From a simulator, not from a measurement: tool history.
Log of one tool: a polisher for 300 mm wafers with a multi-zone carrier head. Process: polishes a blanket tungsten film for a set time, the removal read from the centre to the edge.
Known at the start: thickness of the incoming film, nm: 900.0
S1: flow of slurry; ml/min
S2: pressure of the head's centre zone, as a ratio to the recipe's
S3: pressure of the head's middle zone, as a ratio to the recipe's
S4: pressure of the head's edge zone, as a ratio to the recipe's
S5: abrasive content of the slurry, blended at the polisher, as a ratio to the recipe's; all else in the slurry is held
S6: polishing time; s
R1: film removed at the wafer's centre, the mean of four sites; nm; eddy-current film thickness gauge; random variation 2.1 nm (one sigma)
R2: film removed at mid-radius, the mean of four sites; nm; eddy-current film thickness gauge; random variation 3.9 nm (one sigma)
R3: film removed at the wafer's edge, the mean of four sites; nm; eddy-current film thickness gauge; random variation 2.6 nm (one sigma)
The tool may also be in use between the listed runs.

{"run": 1, "hour": 0.0, "S1": 305, "S2": 1, "S3": 1, "S4": 1, "S5": 1, "S6": 53, "R1": 360.74, "R2": 358.29, "R3": 365.8}
{"run": 2, "hour": 5.1, "S1": 305, "S2": 1, "S3": 0.99, "S4": 0.98, "S5": 0.95, "S6": 53, "R1": 356.76, "R2": 356.03, "R3": 351.52}
{"run": 3, "hour": 13.8, "S1": 300, "S2": 0.99, "S3": 0.97, "S4": 0.97, "S5": 0.9, "S6": 53, "R1": 349.64, "R2": 340.83, "R3": 349.73}
{"run": 4, "hour": 19.2, "S1": 300, "S2": 0.99, "S3": 0.96, "S4": 0.95, "S5": 0.85, "S6": 53, "R1": 342.77, "R2": 328.94, "R3": 338.44}
{"run": 5, "hour": 23.5, "S1": 300, "S2": 0.99, "S3": 0.96, "S4": 0.95, "S5": 0.85, "S6": 59, "R1": 381.64, "R2": 356.64, "R3": 379.4}
{"run": 6, "hour": 26.4, "S1": 300, "S2": 0.93, "S3": 0.96, "S4": 0.95, "S5": 0.85, "S6": 59, "R1": 353.88, "R2": 367.2, "R3": 376.77}
{"run": 7, "hour": 35.3, "S1": 300, "S2": 0.93, "S3": 0.95, "S4": 0.93, "S5": 0.8, "S6": 58, "R1": 347.42, "R2": 340.78, "R3": 367.93}

The next listed run, before its measurement:
{"run": 8, "hour": 40.1, "S1": 300, "S2": 0.94, "S3": 0.96, "S4": 0.92, "S5": 0.75, "S6": 57, "R1": "?", "R2": "?", "R3": "?"}

{"run 8": {"R1": 337.4, "R2": 343.82, "R3": 347.19}}
